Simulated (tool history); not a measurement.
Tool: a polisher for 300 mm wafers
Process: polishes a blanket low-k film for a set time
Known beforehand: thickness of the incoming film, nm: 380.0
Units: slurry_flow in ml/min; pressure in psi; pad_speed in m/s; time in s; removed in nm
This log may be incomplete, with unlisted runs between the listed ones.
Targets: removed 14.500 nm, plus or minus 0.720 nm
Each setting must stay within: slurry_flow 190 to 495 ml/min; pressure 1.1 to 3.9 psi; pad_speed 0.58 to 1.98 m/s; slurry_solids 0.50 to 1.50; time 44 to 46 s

run	hour	slurry_flow	pressure	pad_speed	slurry_solids	time	removed
1	0.0	320	2.5	1.28	1.00	44	25.429
2	9.0	320	2.0	1.28	1.00	44	21.070
3	17.2	320	2.0	1.28	1.00	46	21.731
4	25.0	320	2.0	1.40	1.00	46	23.219
5	26.8	320	2.0	1.40	1.00	44	22.587
6	28.5	320	1.9	1.38	1.00	44	21.617
7	32.5	320	1.8	1.36	1.00	44	20.248
8	40.9	320	1.7	1.34	1.00	44	19.331
9	42.8	320	1.1	1.22	1.00	44	13.177

5 candidate next runs follow, results not yet known. Just one meets every target within its allowed miss. Identify it.
A	44.7	350	1.3	1.26	1.10	46	?
B	44.7	340	1.4	1.22	1.05	46	?
C	44.7	255	1.1	1.08	1.00	44	?
D	44.7	380	1.1	1.22	0.95	44	?
E	44.7	295	1.7	0.84	1.05	46	?

move	removed
A	16.194
B	16.255
C	11.528
D	12.595
E	13.961
A: takes the biggest miss from the last run beyond its target
B: takes the biggest miss from the last run beyond its target
C: the biggest miss grows against the last run
D: the biggest miss grows against the last run
E: meets every target
E is the move that brings every result within its allowed miss.
